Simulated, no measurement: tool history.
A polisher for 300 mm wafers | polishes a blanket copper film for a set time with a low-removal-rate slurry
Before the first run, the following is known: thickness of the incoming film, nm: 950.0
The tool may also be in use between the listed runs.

| run | hour | flow of slurry (ml/min) | pressure of the wafer on the pad (psi) | speed of the pad under the wafer (cm/s) | abrasive content of the slurry | polishing time (s) | film removed (Å) |
|---|---|---|---|---|---|---|---|
| 1 | 0.0 | 315 | 3.0 | 100 | 1.0 | 48 | 1223.7 |
| 2 | 8.7 | 315 | 3.0 | 124 | 1.0 | 48 | 1453.4 |
| 3 | 13.4 | 315 | 3.3 | 124 | 1.0 | 48 | 1571.6 |
| 4 | 14.8 | 315 | 2.8 | 124 | 1.0 | 48 | 1419.9 |
|  | 23.7 | head pressure recalibrated |
| 5 | 23.7 | 315 | 2.8 | 136 | 1.0 | 48 | 1600.3 |
| 6 | 31.4 | 315 | 3.1 | 136 | 1.0 | 48 | 1720.4 |
| 7 | 37.4 | 315 | 3.1 | 136 | 1.0 | 48 | 1669.4 |

For run 8, what comes out?
| 8 | 39.5 | 315 | 3.3 | 136 | 1.0 | 48 | ? |

film removed (Å): 1783.1

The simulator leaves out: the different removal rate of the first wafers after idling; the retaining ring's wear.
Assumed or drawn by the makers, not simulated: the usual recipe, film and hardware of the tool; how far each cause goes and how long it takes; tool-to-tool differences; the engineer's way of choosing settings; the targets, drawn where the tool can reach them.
